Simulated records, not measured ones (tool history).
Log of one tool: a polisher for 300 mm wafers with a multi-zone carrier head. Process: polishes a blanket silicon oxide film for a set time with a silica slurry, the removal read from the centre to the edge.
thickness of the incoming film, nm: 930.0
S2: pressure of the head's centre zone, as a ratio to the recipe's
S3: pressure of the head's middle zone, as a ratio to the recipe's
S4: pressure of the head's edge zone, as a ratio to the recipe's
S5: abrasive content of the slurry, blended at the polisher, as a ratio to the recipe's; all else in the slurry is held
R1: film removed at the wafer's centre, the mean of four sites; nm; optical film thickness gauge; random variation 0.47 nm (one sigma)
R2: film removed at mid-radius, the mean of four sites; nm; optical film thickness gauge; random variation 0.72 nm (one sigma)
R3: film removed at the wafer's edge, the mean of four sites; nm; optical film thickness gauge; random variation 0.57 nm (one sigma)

{"run": 1, "day": 0.0, "flow of slurry (ml/min)": 210, "S2": 1.0, "S3": 1.0, "S4": 1.0, "S5": 1.0, "polishing time (s)": 33, "R1": 115.77, "R2": 119.1, "R3": 120.26}
{"run": 2, "day": 0.062, "flow of slurry (ml/min)": 210, "S2": 0.95, "S3": 1.0, "S4": 1.0, "S5": 1.0, "polishing time (s)": 33, "R1": 109.28, "R2": 119.28, "R3": 120.61}
{"run": 3, "day": 0.204, "flow of slurry (ml/min)": 210, "S2": 0.95, "S3": 1.0, "S4": 1.0, "S5": 1.0, "polishing time (s)": 38, "R1": 128.62, "R2": 136.82, "R3": 137.71}
{"run": 4, "day": 0.304, "flow of slurry (ml/min)": 210, "S2": 0.95, "S3": 1.0, "S4": 1.07, "S5": 1.0, "polishing time (s)": 38, "R1": 125.55, "R2": 136.77, "R3": 143.85}
{"run": 5, "day": 0.467, "flow of slurry (ml/min)": 210, "S2": 0.95, "S3": 0.97, "S4": 1.07, "S5": 1.0, "polishing time (s)": 38, "R1": 126.14, "R2": 132.25, "R3": 143.93}
{"run": 6, "day": 0.617, "flow of slurry (ml/min)": 210, "S2": 0.95, "S3": 0.97, "S4": 1.15, "S5": 1.0, "polishing time (s)": 38, "R1": 128.45, "R2": 137.51, "R3": 148.24}
{"run": 7, "day": 0.671, "flow of slurry (ml/min)": 195, "S2": 0.95, "S3": 0.96, "S4": 1.11, "S5": 0.9, "polishing time (s)": 34, "R1": 105.17, "R2": 109.0, "R3": 120.67}
{"run": 8, "day": 0.908, "flow of slurry (ml/min)": 195, "S2": 0.95, "S3": 0.96, "S4": 1.08, "S5": 0.85, "polishing time (s)": 31, "R1": 92.568, "R2": 98.568, "R3": 106.99}
{"run": 9, "day": 1.279, "flow of slurry (ml/min)": 190, "S2": 0.96, "S3": 0.95, "S4": 1.05, "S5": 0.8, "polishing time (s)": 29, "R1": 84.648, "R2": 85.936, "R3": 93.673}
{"run": 10, "day": 1.621, "flow of slurry (ml/min)": 185, "S2": 0.95, "S3": 0.95, "S4": 1.02, "S5": 0.75, "polishing time (s)": 27, "R1": 75.986, "R2": 75.781, "R3": 82.598}

Forecast run 11:
{"run": 11, "day": 1.975, "flow of slurry (ml/min)": 160, "S2": 0.85, "S3": 0.95, "S4": 0.92, "S5": 0.5, "polishing time (s)": 20, "R1": "?", "R2": "?", "R3": "?"}

Run 11 gave R1 36.129 nm, R2 43.843 nm, R3 45.083 nm.
